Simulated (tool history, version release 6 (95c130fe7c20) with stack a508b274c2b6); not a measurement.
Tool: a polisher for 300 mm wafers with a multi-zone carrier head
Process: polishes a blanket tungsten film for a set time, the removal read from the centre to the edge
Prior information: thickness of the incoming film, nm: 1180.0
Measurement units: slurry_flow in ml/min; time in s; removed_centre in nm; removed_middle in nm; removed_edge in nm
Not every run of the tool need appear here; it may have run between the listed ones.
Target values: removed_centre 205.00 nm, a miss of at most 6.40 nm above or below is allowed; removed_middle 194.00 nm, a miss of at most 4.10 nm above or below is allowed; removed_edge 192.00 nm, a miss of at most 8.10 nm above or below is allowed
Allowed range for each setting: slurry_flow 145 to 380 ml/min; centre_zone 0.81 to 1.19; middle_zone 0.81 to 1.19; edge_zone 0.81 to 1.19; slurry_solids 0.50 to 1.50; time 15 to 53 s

| run | hour | slurry_flow | centre_zone | middle_zone | edge_zone | slurry_solids | time | removed_centre | removed_middle | removed_edge |
|---|---|---|---|---|---|---|---|---|---|---|
| 1 | 0.0 | 245 | 1.00 | 1.00 | 1.00 | 1.00 | 34 | 154.42 | 158.43 | 156.87 |
| 2 | 6.0 | 245 | 0.94 | 1.00 | 1.00 | 1.00 | 34 | 144.42 | 158.08 | 152.32 |
| 3 | 8.8 | 245 | 0.99 | 1.00 | 1.00 | 1.00 | 34 | 152.25 | 158.08 | 153.92 |
| 4 | 17.7 | 255 | 1.02 | 1.02 | 1.03 | 1.05 | 34 | 158.27 | 162.55 | 161.70 |
| 5 | 20.6 | 205 | 1.02 | 1.02 | 1.03 | 1.05 | 34 | 153.09 | 159.02 | 155.31 |
| 6 | 25.6 | 225 | 1.05 | 1.04 | 1.04 | 1.10 | 34 | 163.83 | 164.88 | 158.98 |
| 7 | 31.6 | 225 | 1.05 | 1.04 | 1.04 | 1.10 | 34 | 162.70 | 164.82 | 159.41 |
| 8 | 35.8 | 240 | 1.07 | 1.05 | 1.06 | 1.15 | 34 | 170.37 | 169.30 | 160.55 |
| 9 | 40.0 | 245 | 1.07 | 1.04 | 1.08 | 1.20 | 35 | 178.74 | 175.99 | 175.23 |
| 10 | 41.1 | 260 | 1.08 | 1.05 | 1.09 | 1.20 | 35 | 184.79 | 178.39 | 173.82 |
| 11 | 45.4 | 270 | 1.08 | 1.05 | 1.10 | 1.20 | 35 | 184.34 | 179.37 | 180.43 |
| 12 | 50.1 | 280 | 1.09 | 1.06 | 1.10 | 1.20 | 35 | 185.01 | 183.20 | 177.09 |
| 13 | 52.6 | 290 | 1.10 | 1.06 | 1.11 | 1.20 | 35 | 189.07 | 181.09 | 178.93 |
| 14 | 58.7 | 295 | 1.11 | 1.07 | 1.12 | 1.20 | 35 | 190.95 | 185.12 | 179.73 |
| 15 | 64.7 | 345 | 1.15 | 1.07 | 1.19 | 1.25 | 35 | 203.92 | 187.76 | 187.64 |

4 candidate next runs follow, results not yet known. Just one meets every target within its allowed miss. Identify it.
| A | 70.7 | 325 | 1.14 | 1.04 | 1.19 | 1.05 | 37 | ? | ? | ? |
| B | 70.7 | 375 | 1.12 | 0.97 | 1.19 | 1.25 | 36 | ? | ? | ? |
| C | 70.7 | 375 | 1.14 | 1.03 | 1.19 | 1.35 | 34 | ? | ? | ? |
| D | 70.7 | 380 | 1.15 | 1.09 | 1.19 | 1.30 | 35 | ? | ? | ? |

| move | removed_centre | removed_middle | removed_edge |
|---|---|---|---|
| A | 197.76 | 184.84 | 191.98 |
| B | 201.34 | 181.13 | 198.32 |
| C | 197.79 | 183.25 | 191.26 |
| D | 203.51 | 195.46 | 194.82 |
A: moves away from the targets compared with the last run
B: moves away from the targets compared with the last run
C: moves away from the targets compared with the last run
D: all results land within tolerance of their targets
Go with D: it meets all targets.
